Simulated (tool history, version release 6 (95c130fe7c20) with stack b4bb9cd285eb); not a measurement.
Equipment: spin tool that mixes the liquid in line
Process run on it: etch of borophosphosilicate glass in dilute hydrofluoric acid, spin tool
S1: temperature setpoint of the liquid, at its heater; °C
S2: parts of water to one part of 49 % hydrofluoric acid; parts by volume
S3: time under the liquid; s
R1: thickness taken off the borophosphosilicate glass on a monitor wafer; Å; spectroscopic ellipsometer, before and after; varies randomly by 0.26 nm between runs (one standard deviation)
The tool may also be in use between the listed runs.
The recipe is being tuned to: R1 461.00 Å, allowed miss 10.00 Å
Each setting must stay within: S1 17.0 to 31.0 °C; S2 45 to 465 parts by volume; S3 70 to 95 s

| run | day | S1 | S2 | S3 | R1 |
|---|---|---|---|---|---|
| 1 | 0.000 | 23.0 | 255 | 95 | 172.27 |
| 2 | 0.079 | 23.0 | 255 | 95 | 171.34 |
| 3 | 0.425 | 23.0 | 170 | 95 | 279.98 |
| 4 | 0.696 | 24.5 | 160 | 95 | 316.81 |
| 5 | 0.767 | 24.5 | 120 | 95 | 442.23 |
| 6 | 0.850 | 21.5 | 120 | 95 | 395.18 |
| 7 | 0.917 | 22.5 | 120 | 95 | 409.25 |
| 8 | 1.275 | 23.5 | 120 | 95 | 430.96 |
| 9 | 1.308 | 24.0 | 120 | 95 | 436.98 |
| 10 | 1.496 | 24.5 | 120 | 95 | 443.38 |

Exercise: of the 4 proposed moves below, exactly one satisfies all targets within the stated allowed misses. Which move is it?
| A | 1.683 | 25.0 | 95 | 70 | ? |
| B | 1.683 | 23.0 | 110 | 95 | ? |
| C | 1.683 | 31.0 | 140 | 95 | ? |
| D | 1.683 | 20.0 | 95 | 95 | ? |

| move | R1 |
|---|---|
| A | 436.42 |
| B | 464.02 |
| C | 474.86 |
| D | 484.19 |
A: the biggest miss grows against the last run
B: every result within its allowed miss
C: pushes the last run's worst result past its target
D: pushes the last run's worst result past its target
Go with B: it meets all targets.
